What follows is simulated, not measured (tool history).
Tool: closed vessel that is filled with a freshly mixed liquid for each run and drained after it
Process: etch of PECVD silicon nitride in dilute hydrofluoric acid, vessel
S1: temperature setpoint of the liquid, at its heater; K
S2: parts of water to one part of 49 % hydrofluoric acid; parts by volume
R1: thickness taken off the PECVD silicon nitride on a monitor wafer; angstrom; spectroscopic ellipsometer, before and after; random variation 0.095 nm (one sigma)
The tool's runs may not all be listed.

{"run": 1, "hour": 0.0, "S1": 294.15, "S2": 180, "time in the liquid (s)": 320, "R1": 69.275}
{"run": 2, "hour": 8.4, "S1": 295.65, "S2": 170, "time in the liquid (s)": 320, "R1": 80.799}
{"run": 3, "hour": 10.5, "S1": 295.65, "S2": 170, "time in the liquid (s)": 320, "R1": 81.63}
{"run": 4, "hour": 12.8, "S1": 297.15, "S2": 165, "time in the liquid (s)": 320, "R1": 91.426}
{"run": 5, "hour": 15.1, "S1": 297.15, "S2": 165, "time in the liquid (s)": 320, "R1": 92.294}
{"run": 6, "hour": 16.1, "S1": 298.15, "S2": 160, "time in the liquid (s)": 320, "R1": 102.14}
{"run": 7, "hour": 22.5, "S1": 298.15, "S2": 160, "time in the liquid (s)": 320, "R1": 101.09}
{"run": 8, "hour": 29.2, "S1": 299.15, "S2": 155, "time in the liquid (s)": 320, "R1": 111.36}
{"run": 9, "hour": 35.4, "S1": 299.65, "S2": 155, "time in the liquid (s)": 320, "R1": 114.57}
{"run": 10, "hour": 43.4, "S1": 300.15, "S2": 155, "time in the liquid (s)": 320, "R1": 117.39}
{"run": 11, "hour": 45.8, "S1": 300.65, "S2": 155, "time in the liquid (s)": 320, "R1": 122.05}
{"run": 12, "hour": 51.1, "S1": 301.15, "S2": 155, "time in the liquid (s)": 320, "R1": 125.8}

Run 13 comes next. What will it give?
{"run": 13, "hour": 54.9, "S1": 301.65, "S2": 150, "time in the liquid (s)": 320, "R1": "?"}

R1: 133.290 angstrom

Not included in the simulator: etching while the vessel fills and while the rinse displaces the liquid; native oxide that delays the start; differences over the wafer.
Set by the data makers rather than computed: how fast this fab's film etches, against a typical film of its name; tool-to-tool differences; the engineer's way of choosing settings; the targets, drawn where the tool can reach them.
